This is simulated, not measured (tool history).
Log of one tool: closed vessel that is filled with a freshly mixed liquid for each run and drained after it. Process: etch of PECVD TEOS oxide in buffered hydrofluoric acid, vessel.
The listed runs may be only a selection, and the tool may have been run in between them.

| run | day | temperature setpoint of the liquid (K) | parts of 40 % ammonium fluoride to one part of 49 % hydrofluoric acid (parts by volume) | time in the liquid (s) | thickness taken off the PECVD TEOS oxide on a monitor wafer (Å) |
|---|---|---|---|---|---|
| 1 | 0 | 294.15 | 20 | 95 | 546.98 |
| 2 | 0.204 | 295.65 | 20 | 95 | 597.13 |
| 3 | 0.25 | 296.65 | 20 | 95 | 622.63 |
| 4 | 0.433 | 296.65 | 25 | 95 | 536.86 |
| 5 | 0.558 | 293.65 | 25 | 95 | 454.78 |
| 6 | 0.683 | 293.65 | 25 | 105 | 503.09 |
| 7 | 0.85 | 295.15 | 25 | 105 | 547.33 |
| 8 | 1.225 | 296.65 | 25 | 105 | 595.07 |

Run 9 is up next; what results do you expect?
|  | 1.562 | hydrofluoric acid flow meter replaced |
| 9 | 1.562 | 297.65 | 25 | 105 | ? |

thickness taken off the PECVD TEOS oxide on a monitor wafer (Å): 660.65
